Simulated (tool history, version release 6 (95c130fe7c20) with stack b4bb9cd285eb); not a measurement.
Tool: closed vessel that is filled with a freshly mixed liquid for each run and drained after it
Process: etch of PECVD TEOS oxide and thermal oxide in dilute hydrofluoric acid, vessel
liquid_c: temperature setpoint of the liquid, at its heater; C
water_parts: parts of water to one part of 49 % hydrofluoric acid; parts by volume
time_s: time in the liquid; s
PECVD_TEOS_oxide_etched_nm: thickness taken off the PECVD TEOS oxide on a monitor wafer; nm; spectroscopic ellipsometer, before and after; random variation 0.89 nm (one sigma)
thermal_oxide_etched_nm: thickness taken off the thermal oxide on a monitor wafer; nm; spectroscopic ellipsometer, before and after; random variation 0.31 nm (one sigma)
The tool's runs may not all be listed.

run  hour  liquid_c  water_parts  time_s  PECVD_TEOS_oxide_etched_nm  thermal_oxide_etched_nm
  1     0        22           50     120                      33.363                   11.412
  2     8        22           60     120                      27.029                   9.2881
  3  13.5      24.5           45     135                      46.422                   15.819
  4  19.9        26           35     145                      69.524                   24.028
  5  28.3        27           30     150                      87.395                   29.936
  6    34        27           30     180                      105.21                   35.833
  7  38.6        28           30     180                      109.17                   37.891
  8  45.3      29.5           25     180                      140.12                   48.796
  9  48.7        29           25     180                      136.75                     46.9

The next listed run, before its measurement:
 10  54.4      28.5           25     180                           ?                        ?

Run 10 gave PECVD_TEOS_oxide_etched_nm 133.67 nm, thermal_oxide_etched_nm 46.227 nm.
